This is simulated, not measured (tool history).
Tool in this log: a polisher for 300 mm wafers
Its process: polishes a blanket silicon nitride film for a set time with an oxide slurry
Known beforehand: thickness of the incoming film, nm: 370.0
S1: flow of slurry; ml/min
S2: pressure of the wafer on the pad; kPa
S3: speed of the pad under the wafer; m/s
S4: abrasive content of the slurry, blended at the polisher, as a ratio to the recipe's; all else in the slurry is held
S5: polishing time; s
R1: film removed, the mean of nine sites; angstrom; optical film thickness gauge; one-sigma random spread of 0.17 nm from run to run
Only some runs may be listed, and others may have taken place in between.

| run | hour | S1 | S2 | S3 | S4 | S5 | R1 |
|---|---|---|---|---|---|---|---|
| 1 | 0 | 280 | 31 | 1.04 | 1 | 32 | 264.72 |
| 2 | 0.9 | 280 | 29 | 1.04 | 1 | 32 | 246.94 |
| 3 | 9.3 | 280 | 27.6 | 1.04 | 1 | 32 | 238.11 |
| 4 | 16.8 | 280 | 30.3 | 1.04 | 1 | 32 | 262.45 |
| 5 | 24.2 | 315 | 30.3 | 1.04 | 1 | 32 | 263.74 |
| 6 | 25.5 | 310 | 29 | 1.04 | 1 | 32 | 252.17 |

Run 7 has not been measured yet. What should we expect?
|  | 29.6 | slurry nozzle cleaned |
| 7 | 29.6 | 305 | 27.6 | 1.04 | 1 | 32 | ? |

R1: 256.65 angstrom

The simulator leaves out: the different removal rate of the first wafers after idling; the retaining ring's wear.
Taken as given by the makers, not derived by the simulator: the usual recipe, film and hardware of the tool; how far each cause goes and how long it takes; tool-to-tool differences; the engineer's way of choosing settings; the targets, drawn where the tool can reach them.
